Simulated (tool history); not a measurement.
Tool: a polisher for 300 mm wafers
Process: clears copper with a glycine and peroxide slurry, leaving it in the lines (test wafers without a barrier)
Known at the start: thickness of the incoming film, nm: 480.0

run	hour	flow of slurry (ml/min)	pressure of the wafer on the pad (psi)	speed of the pad under the wafer (cm/s)	overpolish time after the end point (s)	time until the end point was called (s)	dishing of a wide line in a test structure (angstrom)
1	0.0	180	1.7	110	12	108.56	313.60
2	6.9	175	1.5	110	13	118.43	313.04
3	13.5	135	1.5	110	13	121.83	297.89
4	18.4	135	1.4	110	14	129.08	311.03
5	19.9	135	1.2	110	14	138.73	293.89
6	23.7	135	0.8	110	14	161.99	251.79

Forecast run 7:
7	31.9	140	0.8	110	14	?	?

Run 7 gave time until the end point was called (s) 160.30, dishing of a wide line in a test structure (angstrom) 261.27.
